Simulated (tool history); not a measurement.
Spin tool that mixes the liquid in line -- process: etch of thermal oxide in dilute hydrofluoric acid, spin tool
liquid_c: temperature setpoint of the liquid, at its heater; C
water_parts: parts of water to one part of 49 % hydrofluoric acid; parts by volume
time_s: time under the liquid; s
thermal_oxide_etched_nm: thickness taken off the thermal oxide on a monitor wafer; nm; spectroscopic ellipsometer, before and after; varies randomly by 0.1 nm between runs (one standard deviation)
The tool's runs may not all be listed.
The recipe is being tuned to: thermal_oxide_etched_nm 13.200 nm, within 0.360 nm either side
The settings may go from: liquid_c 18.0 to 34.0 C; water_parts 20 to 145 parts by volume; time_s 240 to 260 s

run	day	liquid_c	water_parts	time_s	thermal_oxide_etched_nm
1	0.000	26.0	80	240	16.726
2	0.300	26.0	80	260	18.283
3	0.342	23.5	80	260	16.647
4	0.454	23.5	80	240	15.208
5	0.796	26.5	80	240	17.099
6	1.146	29.0	80	240	18.833
7	1.388	27.5	80	240	17.735
8	1.446	26.5	80	240	17.083
9	1.721	25.5	80	240	16.329
10	2.050	24.5	80	240	15.771

Below are 5 possible settings for the next run. Only one of them brings all results inside the allowed miss of their targets. Which is it?
A	2.379	20.0	85	240	?
B	2.379	25.0	95	240	?
C	2.379	24.5	100	240	?
D	2.379	21.5	95	260	?
E	2.379	21.5	85	255	?

move	thermal_oxide_etched_nm
A	12.218
B	13.222
C	12.239
D	12.451
E	13.810
A: carries the result that was furthest off beyond its target, to the other side
B: meets every target
C: carries the result that was furthest off beyond its target, to the other side
D: carries the result that was furthest off beyond its target, to the other side
E: nearer than the last run, and not there yet
The right move is B.
